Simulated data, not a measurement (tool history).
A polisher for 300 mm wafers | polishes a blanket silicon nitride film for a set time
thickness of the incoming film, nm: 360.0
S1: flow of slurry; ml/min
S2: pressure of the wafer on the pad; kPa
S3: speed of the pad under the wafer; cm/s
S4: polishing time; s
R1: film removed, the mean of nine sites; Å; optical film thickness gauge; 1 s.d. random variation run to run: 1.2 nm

{"run": 1, "hour": 0.0, "S1": 280, "S2": 27.6, "S3": 94, "S4": 96, "R1": 2163.8}
{"run": 2, "hour": 4.6, "S1": 280, "S2": 25.5, "S3": 94, "S4": 96, "R1": 2022}
{"run": 3, "hour": 8.5, "S1": 280, "S2": 24.1, "S3": 94, "S4": 96, "R1": 1922.3}
{"run": 4, "hour": 12.3, "S1": 280, "S2": 22.8, "S3": 94, "S4": 96, "R1": 1799.2}
{"run": 5, "hour": 13.7, "S1": 280, "S2": 21.4, "S3": 94, "S4": 96, "R1": 1749.5}
{"run": 6, "hour": 21.2, "S1": 280, "S2": 17.9, "S3": 94, "S4": 96, "R1": 1491.2}
{"run": 7, "hour": 23.5, "S1": 280, "S2": 17.2, "S3": 94, "S4": 96, "R1": 1463.3}

Predict the results of run 8:
{"run": 8, "hour": 28.4, "S1": 280, "S2": 16.5, "S3": 94, "S4": 96, "R1": "?"}

R1: 1402.5 Å

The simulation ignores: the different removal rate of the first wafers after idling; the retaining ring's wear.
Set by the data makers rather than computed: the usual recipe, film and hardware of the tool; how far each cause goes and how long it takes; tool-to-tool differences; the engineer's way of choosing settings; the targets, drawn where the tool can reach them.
